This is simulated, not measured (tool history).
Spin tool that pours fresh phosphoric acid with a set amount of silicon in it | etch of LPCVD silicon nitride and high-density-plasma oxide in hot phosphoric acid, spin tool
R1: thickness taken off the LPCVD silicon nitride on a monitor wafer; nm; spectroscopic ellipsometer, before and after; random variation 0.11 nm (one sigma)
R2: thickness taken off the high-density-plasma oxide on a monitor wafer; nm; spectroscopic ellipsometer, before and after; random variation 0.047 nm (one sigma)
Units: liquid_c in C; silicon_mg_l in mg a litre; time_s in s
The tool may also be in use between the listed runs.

{"run": 1, "hour": 0.0, "liquid_c": 161, "silicon_mg_l": 9, "time_s": 180, "R1": 14.952, "R2": 0.41791}
{"run": 2, "hour": 0.8, "liquid_c": 162, "silicon_mg_l": 10.5, "time_s": 190, "R1": 16.404, "R2": 0.47606}
{"run": 3, "hour": 6.0, "liquid_c": 162, "silicon_mg_l": 10.5, "time_s": 230, "R1": 19.638, "R2": 0.53642}
{"run": 4, "hour": 10.7, "liquid_c": 162, "silicon_mg_l": 10.5, "time_s": 270, "R1": 22.99, "R2": 0.72877}
{"run": 5, "hour": 19.3, "liquid_c": 161.5, "silicon_mg_l": 11, "time_s": 270, "R1": 22.817, "R2": 0.63874}
{"run": 6, "hour": 23.9, "liquid_c": 161, "silicon_mg_l": 10.5, "time_s": 270, "R1": 22.552, "R2": 0.57137}
{"run": 7, "hour": 26.7, "liquid_c": 161, "silicon_mg_l": 9.5, "time_s": 265, "R1": 21.976, "R2": 0.58944}
{"run": 8, "hour": 28.5, "liquid_c": 161, "silicon_mg_l": 9, "time_s": 265, "R1": 22.087, "R2": 0.57455}

Forecast run 9:
{"run": 9, "hour": 29.7, "liquid_c": 161, "silicon_mg_l": 9, "time_s": 260, "R1": "?", "R2": "?"}

{"run 9": {"R1": 21.542, "R2": 0.68306}}
